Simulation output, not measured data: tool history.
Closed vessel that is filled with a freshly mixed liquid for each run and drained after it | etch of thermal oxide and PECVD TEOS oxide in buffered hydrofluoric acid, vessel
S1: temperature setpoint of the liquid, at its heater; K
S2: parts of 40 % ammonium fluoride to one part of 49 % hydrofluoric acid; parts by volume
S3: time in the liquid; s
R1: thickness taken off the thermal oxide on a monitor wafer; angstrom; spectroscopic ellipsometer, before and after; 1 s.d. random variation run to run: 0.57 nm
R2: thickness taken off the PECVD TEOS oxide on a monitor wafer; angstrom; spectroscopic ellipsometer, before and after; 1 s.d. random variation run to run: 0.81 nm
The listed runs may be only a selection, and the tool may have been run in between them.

run,hour,S1,S2,S3,R1,R2
1,0,293.15,23,115,514.56,1006.4
2,8.7,295.15,22,115,595.84,1152.3
3,14.1,295.15,22,155,800.26,1559
4,15.6,295.65,22,155,829.67,1606.5
5,22.3,292.65,22,155,701.18,1369
6,26.1,292.65,22,135,608.8,1176.5

The next listed run, before its measurement:
7,32.3,296.65,22,135,?,?

{"run 7": {"R1": 760.72, "R2": 1472.5}}

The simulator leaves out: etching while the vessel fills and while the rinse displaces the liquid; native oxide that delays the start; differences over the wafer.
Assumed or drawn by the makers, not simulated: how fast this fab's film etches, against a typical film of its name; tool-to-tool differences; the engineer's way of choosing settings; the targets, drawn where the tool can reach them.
